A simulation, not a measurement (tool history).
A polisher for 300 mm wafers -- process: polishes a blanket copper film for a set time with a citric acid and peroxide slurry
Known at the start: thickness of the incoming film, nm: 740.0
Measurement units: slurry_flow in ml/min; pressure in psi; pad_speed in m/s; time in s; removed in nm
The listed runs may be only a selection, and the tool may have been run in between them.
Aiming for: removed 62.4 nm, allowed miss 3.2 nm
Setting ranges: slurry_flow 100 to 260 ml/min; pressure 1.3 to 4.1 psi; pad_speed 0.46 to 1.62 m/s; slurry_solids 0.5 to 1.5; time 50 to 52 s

run  hour  slurry_flow  pressure  pad_speed  slurry_solids  time  removed
  1     0          165       2.7       1.04              1    50   100.39
  2   3.3          165       2.7       1.04            1.2    50   105.75
  3   6.5          165       3.3       1.04            1.2    50   120.88
  4  11.4          150       3.3       1.04            1.2    50   116.11
  5  17.1          150       3.3       1.04           1.35    50   119.94
  6    20          150       3.3       0.84           1.35    50   99.874
  7  26.1          145       2.9       0.82           1.35    50   89.184
  8  31.7          140       2.6        0.8           1.35    50   78.514
  9  35.3          135       2.4        0.8           1.35    50   74.818
 10  42.4          130       2.3        0.8           1.35    50   69.399
 11  47.6          125       2.3        0.8           1.35    50   71.215

5 next moves are on the table. One of them brings every result within its allowed miss. Which?
  A  52.8          135         2          1           1.35    52        ?
  B  52.8          105       2.8        0.9            1.2    50        ?
  C  52.8          100       2.3       0.86           1.35    50        ?
  D  52.8          140       2.5       0.86           1.35    52        ?
  E  52.8          120       2.5       0.64            1.3    52        ?

move  removed
   A   83.538
   B   84.613
   C   70.967
   D   85.022
   E    61.48
A: further off than the last run
B: further off than the last run
C: neither nearer nor further off than the last run
D: further off than the last run
E: in spec on every target
Go with E: it meets all targets.

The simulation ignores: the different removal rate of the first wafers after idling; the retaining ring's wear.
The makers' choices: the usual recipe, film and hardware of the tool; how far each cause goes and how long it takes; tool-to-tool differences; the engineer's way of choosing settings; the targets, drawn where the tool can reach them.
